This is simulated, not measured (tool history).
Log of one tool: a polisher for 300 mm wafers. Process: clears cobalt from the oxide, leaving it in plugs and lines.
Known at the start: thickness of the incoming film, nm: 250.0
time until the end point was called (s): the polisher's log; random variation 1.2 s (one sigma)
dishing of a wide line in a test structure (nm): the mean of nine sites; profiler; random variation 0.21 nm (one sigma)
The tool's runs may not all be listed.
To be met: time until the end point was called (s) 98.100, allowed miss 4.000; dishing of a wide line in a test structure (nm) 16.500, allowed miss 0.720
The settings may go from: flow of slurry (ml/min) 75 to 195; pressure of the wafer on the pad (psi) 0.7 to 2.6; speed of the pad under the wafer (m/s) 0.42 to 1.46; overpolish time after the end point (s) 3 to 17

run,day,flow of slurry (ml/min),pressure of the wafer on the pad (psi),speed of the pad under the wafer (m/s),overpolish time after the end point (s),time until the end point was called (s),dishing of a wide line in a test structure (nm)
1,0.000,125,1.6,0.94,9,76.146,22.163
2,0.267,125,1.8,0.94,9,68.524,24.025
3,0.433,145,1.8,0.94,9,65.832,24.698
4,0.742,140,1.7,0.94,9,72.163,23.690
5,0.896,140,1.6,0.94,9,74.977,22.114
6,0.933,155,1.6,0.94,9,74.876,22.923
7,1.083,155,1.5,0.94,9,78.656,21.493
8,1.392,155,1.4,0.94,9,83.849,20.579
9,1.692,150,1.3,0.94,8,90.482,17.350

Which of these 5 next moves meets every target?
A,1.992,155,1.1,0.94,10,?,?
B,1.992,140,1.4,0.82,9,?,?
C,1.992,150,2.2,0.58,8,?,?
D,1.992,150,1.4,0.80,8,?,?
E,1.992,160,1.0,1.34,8,?,?

move,time until the end point was called (s),dishing of a wide line in a test structure (nm)
A,106.700,18.632
B,96.415,18.560
C,81.138,19.380
D,97.330,16.720
E,85.476,18.590
A: takes the result that was furthest off past its target
B: brings the result that was furthest off to its target, and leaves another outside
C: further off than the last run
D: meets every target
E: further off than the last run
Answer: D

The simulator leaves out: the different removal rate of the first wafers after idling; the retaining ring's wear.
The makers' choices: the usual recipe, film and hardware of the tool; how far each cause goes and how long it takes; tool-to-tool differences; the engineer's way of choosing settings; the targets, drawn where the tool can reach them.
